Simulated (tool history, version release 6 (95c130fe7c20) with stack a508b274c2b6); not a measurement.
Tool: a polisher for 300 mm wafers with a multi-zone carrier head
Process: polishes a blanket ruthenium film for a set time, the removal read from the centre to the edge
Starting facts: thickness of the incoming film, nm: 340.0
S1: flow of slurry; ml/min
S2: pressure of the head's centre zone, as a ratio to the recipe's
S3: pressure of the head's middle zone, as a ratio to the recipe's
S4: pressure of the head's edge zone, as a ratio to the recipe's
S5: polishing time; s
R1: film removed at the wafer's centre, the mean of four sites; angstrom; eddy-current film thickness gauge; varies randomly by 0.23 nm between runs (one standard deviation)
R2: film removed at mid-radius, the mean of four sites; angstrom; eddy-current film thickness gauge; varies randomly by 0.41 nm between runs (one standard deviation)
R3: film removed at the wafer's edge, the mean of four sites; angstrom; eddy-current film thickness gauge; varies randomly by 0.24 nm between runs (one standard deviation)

run,hour,S1,S2,S3,S4,S5,R1,R2,R3
1,0,240,1,1,1,76,603.59,590.91,572.69
2,3.2,240,1,1,1,95,750.78,728.39,718.97
3,5.6,270,1,1,1,95,761.74,737.35,733.15
4,9.9,270,1,1,0.95,95,772.51,730.52,703.5
5,12,270,0.95,1,0.95,95,725.47,740.4,711.14
6,20.3,250,0.91,1,0.92,81,591.06,621.54,589.76
7,21.2,235,0.88,1.02,0.9,71,496.96,562.11,516.87
8,26.5,230,0.87,1.03,0.88,64,440.14,496.41,454.21
9,31,220,0.86,1.05,0.86,60,404.93,476.8,419.36

Run 10 is up next; what results do you expect?
10,34.2,205,0.85,1.06,0.85,58,?,?,?

R1: 386.91 angstrom
R2: 460.34 angstrom
R3: 404.81 angstrom
